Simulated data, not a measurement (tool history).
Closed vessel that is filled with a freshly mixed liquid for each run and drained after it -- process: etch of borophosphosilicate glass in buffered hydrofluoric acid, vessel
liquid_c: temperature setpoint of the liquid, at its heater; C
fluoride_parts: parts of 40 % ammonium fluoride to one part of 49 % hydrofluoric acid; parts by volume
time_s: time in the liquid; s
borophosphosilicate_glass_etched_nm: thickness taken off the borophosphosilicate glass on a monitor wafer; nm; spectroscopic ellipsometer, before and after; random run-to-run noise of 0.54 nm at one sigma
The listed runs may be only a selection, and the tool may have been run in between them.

| run | hour | liquid_c | fluoride_parts | time_s | borophosphosilicate_glass_etched_nm |
|---|---|---|---|---|---|
| 1 | 0 | 23 | 12.5 | 100 | 98.149 |
| 2 | 1.1 | 23 | 12.5 | 100 | 98.045 |
| 3 | 8.7 | 23 | 12.5 | 100 | 99.161 |
| 4 | 17.8 | 25 | 12.5 | 100 | 109.4 |
| 5 | 23.4 | 25 | 12.5 | 100 | 110.16 |
| 6 | 24.3 | 23.5 | 13 | 100 | 97.536 |
| 7 | 32 | 22 | 13.5 | 100 | 86.875 |
| 8 | 40.7 | 21 | 14 | 100 | 78.801 |
|  | 43.1 | thermometer replaced |
| 9 | 43.1 | 17 | 16 | 100 | 50.306 |

What does the tool deliver on the next run?
| 10 | 46.6 | 17.5 | 16 | 100 | ? |

Logged for run 10: borophosphosilicate_glass_etched_nm 52.114 nm.
